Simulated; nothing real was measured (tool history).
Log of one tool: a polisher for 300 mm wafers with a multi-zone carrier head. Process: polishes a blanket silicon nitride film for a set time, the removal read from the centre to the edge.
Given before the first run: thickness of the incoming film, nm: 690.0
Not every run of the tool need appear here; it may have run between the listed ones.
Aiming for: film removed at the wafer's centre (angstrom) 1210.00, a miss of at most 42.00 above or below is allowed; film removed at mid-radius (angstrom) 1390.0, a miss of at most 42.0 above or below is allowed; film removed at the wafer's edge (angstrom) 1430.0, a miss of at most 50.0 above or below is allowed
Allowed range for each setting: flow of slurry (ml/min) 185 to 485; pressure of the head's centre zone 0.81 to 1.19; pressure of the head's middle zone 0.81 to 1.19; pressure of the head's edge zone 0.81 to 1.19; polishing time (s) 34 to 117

run    day  flow of slurry (ml/min)  pressure of the head's centre zone  pressure of the head's middle zone  pressure of the head's edge zone  polishing time (s)  film removed at the wafer's centre (angstrom)  film removed at mid-radius (angstrom)  film removed at the wafer's edge (angstrom)
  1  0.000                      310                                1.00                                1.00                              1.00                  75                                        1014.70                                 1029.8                                       1025.5
  2  0.196                      310                                1.00                                1.00                              0.94                  75                                        1018.90                                 1045.0                                       1034.5
  3  0.533                      305                                0.96                                0.99                              0.94                  82                                        1067.20                                 1128.6                                       1120.5
  4  0.642                      305                                0.96                                1.05                              0.94                  82                                        1077.90                                 1185.6                                       1103.0
  5  0.958                      345                                0.96                                1.05                              0.94                  82                                        1091.30                                 1208.0                                       1119.9
  6  1.058                      350                                0.93                                1.02                              0.96                  87                                        1107.60                                 1255.2                                       1189.6
  7  1.400                      350                                0.93                                1.02                              0.96                  87                                        1119.00                                 1266.2                                       1176.0
  8  1.671                      315                                0.90                                0.99                              0.97                  92                                        1118.10                                 1260.9                                       1251.5

Next run, 4 choices. One meets every target within its allowed miss, the rest don't. Which?
  A  1.942                      485                                0.83                                1.13                              0.98                  80                                              ?                                      ?                                            ?
  B  1.942                      420                                0.90                                1.03                              0.97                  95                                              ?                                      ?                                            ?
  C  1.942                      295                                0.86                                0.96                              1.00                 103                                              ?                                      ?                                            ?
  D  1.942                      265                                0.93                                0.88                              0.94                 107                                              ?                                      ?                                            ?

move  film removed at the wafer's centre (angstrom)  film removed at mid-radius (angstrom)  film removed at the wafer's edge (angstrom)
   A                                         939.74                                 1271.4                                       1143.9
   B                                        1198.70                                 1382.5                                       1345.7
   C                                        1207.10                                 1378.1                                       1450.5
   D                                        1343.10                                 1319.6                                       1461.9
A: lands further from the targets than the last run did
B: an improvement on the last run, though not all results are within tolerance
C: in spec on every target
D: meets the target for the result that was furthest off, but another lies outside its allowed miss
Move C is the one to make.
